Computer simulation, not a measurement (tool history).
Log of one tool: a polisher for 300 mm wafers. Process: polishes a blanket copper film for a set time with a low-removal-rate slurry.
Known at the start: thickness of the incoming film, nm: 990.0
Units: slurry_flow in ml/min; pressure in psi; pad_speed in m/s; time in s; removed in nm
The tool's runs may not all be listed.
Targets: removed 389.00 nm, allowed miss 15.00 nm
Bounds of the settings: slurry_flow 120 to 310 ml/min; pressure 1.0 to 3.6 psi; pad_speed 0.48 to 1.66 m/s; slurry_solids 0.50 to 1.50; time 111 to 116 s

run,hour,slurry_flow,pressure,pad_speed,slurry_solids,time,removed
1,0.0,200,2.3,1.06,1.00,111,299.15
2,4.8,200,2.4,1.06,1.00,111,301.70
3,7.4,160,2.4,1.06,1.00,111,298.31
4,13.5,160,2.5,1.06,1.00,111,305.28
5,17.0,160,2.0,1.06,1.00,111,251.03
# hour 25.1: head pressure recalibrated
6,25.1,165,2.1,1.06,1.00,111,242.33
7,27.6,175,2.2,1.06,1.00,111,255.34
8,34.7,175,2.3,1.06,1.00,111,269.41
9,36.0,175,2.3,1.06,1.00,111,269.04
10,44.1,185,2.9,1.08,1.00,111,338.02
11,51.9,190,3.0,1.08,1.00,111,348.27

4 next moves are on the table. One of them brings every result within its allowed miss. Which?
A,59.7,230,2.8,1.16,0.95,112,?
B,59.7,230,2.7,1.18,0.90,116,?
C,59.7,145,3.2,1.18,0.85,113,?
D,59.7,190,3.0,1.08,0.95,112,?

move,removed
A,359.10
B,360.21
C,390.39
D,352.01
A: nearer than the last run, and not there yet
B: nearer than the last run, and not there yet
C: meets every target
D: nearer than the last run, and not there yet
The right move is C.
